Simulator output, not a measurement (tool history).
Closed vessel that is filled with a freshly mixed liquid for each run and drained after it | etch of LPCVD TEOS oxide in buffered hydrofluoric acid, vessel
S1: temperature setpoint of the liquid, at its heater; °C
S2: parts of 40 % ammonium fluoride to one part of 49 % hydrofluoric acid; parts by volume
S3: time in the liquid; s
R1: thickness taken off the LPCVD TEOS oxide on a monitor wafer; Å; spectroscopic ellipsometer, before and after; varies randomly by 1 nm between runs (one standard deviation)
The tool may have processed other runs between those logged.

run	day	S1	S2	S3	R1
1	0	24	20.5	85	2230.7
2	0.242	24	20.5	90	2385.4
3	0.354	24	15	90	3230.1
4	0.704	22	17.5	90	2498.6
5	0.867	20.5	19	90	2089.9
6	0.917	20.5	23	90	1812.9

The next listed run, before its measurement:
7	0.954	19.5	23	90	?

{"run 7": {"R1": 1701.9}}

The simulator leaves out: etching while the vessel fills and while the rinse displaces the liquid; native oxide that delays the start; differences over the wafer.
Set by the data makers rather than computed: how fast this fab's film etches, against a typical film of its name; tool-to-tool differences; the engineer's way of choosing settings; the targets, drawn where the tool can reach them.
